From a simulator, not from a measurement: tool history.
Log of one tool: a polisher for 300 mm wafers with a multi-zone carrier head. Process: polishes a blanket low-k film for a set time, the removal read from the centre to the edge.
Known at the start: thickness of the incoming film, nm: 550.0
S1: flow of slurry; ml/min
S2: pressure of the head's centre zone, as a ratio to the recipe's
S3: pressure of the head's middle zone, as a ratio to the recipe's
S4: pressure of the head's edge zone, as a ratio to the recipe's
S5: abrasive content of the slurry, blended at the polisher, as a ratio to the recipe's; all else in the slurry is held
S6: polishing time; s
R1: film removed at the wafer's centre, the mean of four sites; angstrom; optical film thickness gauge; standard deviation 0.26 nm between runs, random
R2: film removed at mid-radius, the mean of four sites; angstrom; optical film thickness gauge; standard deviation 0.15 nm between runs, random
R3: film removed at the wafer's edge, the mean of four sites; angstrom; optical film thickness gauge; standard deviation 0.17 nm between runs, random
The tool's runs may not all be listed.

| run | hour | S1 | S2 | S3 | S4 | S5 | S6 | R1 | R2 | R3 |
|---|---|---|---|---|---|---|---|---|---|---|
| 1 | 0 | 130 | 1 | 1 | 1 | 1 | 64 | 313 | 302.92 | 318.05 |
| 2 | 7.5 | 130 | 1 | 1 | 1.04 | 1 | 64 | 307.08 | 305.49 | 322.67 |
| 3 | 16.4 | 130 | 1.06 | 1 | 1.04 | 1 | 64 | 326 | 304.08 | 319.09 |
| 4 | 21.1 | 130 | 1.06 | 1 | 1 | 1 | 64 | 328.27 | 309.46 | 314.96 |
| 5 | 26.1 | 130 | 1.06 | 1 | 1 | 1 | 71 | 359.24 | 340.51 | 349.77 |
| 6 | 33.7 | 125 | 1.06 | 0.99 | 0.98 | 0.95 | 70 | 340.79 | 318.81 | 332.5 |

Expected results for the next run?
| 7 | 37.5 | 125 | 1.07 | 0.99 | 0.96 | 0.9 | 69 | ? | ? | ? |

{"run 7": {"R1": 332.8, "R2": 300.72, "R3": 311.42}}
